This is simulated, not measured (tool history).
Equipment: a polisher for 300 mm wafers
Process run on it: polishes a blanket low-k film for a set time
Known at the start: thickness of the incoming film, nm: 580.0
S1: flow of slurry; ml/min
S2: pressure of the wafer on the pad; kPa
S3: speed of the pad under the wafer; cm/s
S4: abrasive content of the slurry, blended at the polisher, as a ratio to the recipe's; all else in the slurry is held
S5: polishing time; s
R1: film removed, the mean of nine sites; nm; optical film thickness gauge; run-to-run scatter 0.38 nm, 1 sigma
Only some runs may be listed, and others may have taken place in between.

run,hour,S1,S2,S3,S4,S5,R1
1,0,235,14.5,104,1,46,21.23
2,4.3,235,15.2,104,1,46,22.196
3,8.3,235,15.9,104,1,46,23.221
4,14,235,16.5,104,1,46,24.12
5,17.9,235,17.2,104,1,46,25.404
6,23.4,180,17.2,104,1,46,24.083

The next listed run, before its measurement:
7,29.7,185,17.9,104,1,46,?

R1: 25.184 nm
